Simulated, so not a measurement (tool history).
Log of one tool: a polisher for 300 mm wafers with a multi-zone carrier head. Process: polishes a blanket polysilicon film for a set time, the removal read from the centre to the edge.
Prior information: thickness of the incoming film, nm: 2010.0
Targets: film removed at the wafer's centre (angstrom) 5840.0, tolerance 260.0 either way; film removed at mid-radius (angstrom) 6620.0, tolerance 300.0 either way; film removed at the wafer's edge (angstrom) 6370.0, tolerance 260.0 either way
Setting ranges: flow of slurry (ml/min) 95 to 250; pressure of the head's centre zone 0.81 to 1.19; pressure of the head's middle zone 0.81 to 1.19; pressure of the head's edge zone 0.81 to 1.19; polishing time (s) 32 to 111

run  hour  flow of slurry (ml/min)  pressure of the head's centre zone  pressure of the head's middle zone  pressure of the head's edge zone  polishing time (s)  film removed at the wafer's centre (angstrom)  film removed at mid-radius (angstrom)  film removed at the wafer's edge (angstrom)
  1   0.0                      160                                1.00                                1.00                              1.00                  71                                         8021.9                                 8549.6                                       8568.7
  2   8.9                      160                                1.00                                1.00                              1.00                  77                                         8813.2                                 9130.2                                       9535.7
  3  12.5                      160                                0.99                                0.99                              0.99                  74                                         8475.7                                 8840.1                                       8825.6
  4  20.6                      155                                0.98                                0.98                              0.99                  72                                         8129.5                                 8267.5                                       8675.8
  5  28.2                      155                                0.98                                0.98                              1.04                  72                                         8148.7                                 8364.8                                       8932.4
  6  31.0                      155                                0.98                                0.89                              1.04                  72                                         8049.5                                 7712.2                                       8917.2
  7  36.9                      145                                0.89                                0.99                              0.94                  52                                         5304.5                                 5916.5                                       6096.0
  8  41.7                      150                                0.90                                1.00                              0.94                  52                                         5394.4                                 6137.7                                       6045.0
  9  42.9                      155                                0.90                                1.00                              0.94                  52                                         5533.8                                 6039.5                                       6036.3

Consider the 5 candidate settings below. Which is the only one whose results all fall within their allowed miss of target?
  A  44.1                      130                                0.96                                1.19                              0.85                  54                                              ?                                      ?                                            ?
  B  44.1                      110                                0.81                                1.05                              1.12                  59                                              ?                                      ?                                            ?
  C  44.1                      150                                0.89                                1.03                              0.95                  49                                              ?                                      ?                                            ?
  D  44.1                      190                                0.85                                0.98                              0.83                  55                                              ?                                      ?                                            ?
  E  44.1                      170                                0.95                                0.95                              0.98                  49                                              ?                                      ?                                            ?

move  film removed at the wafer's centre (angstrom)  film removed at mid-radius (angstrom)  film removed at the wafer's edge (angstrom)
   A                                         5856.1                                 6909.4                                       5941.2
   B                                         5209.7                                 6475.4                                       7021.2
   C                                         5149.7                                 5726.7                                       5766.7
   D                                         5827.3                                 6441.3                                       6358.8
   E                                         5610.3                                 5481.3                                       5948.9
A: puts the biggest miss on target and leaves a different result outside tolerance
B: puts the biggest miss on target and leaves a different result outside tolerance
C: moves away from the targets compared with the last run
D: all results in spec
E: moves away from the targets compared with the last run
Correct choice: D, which meets every target

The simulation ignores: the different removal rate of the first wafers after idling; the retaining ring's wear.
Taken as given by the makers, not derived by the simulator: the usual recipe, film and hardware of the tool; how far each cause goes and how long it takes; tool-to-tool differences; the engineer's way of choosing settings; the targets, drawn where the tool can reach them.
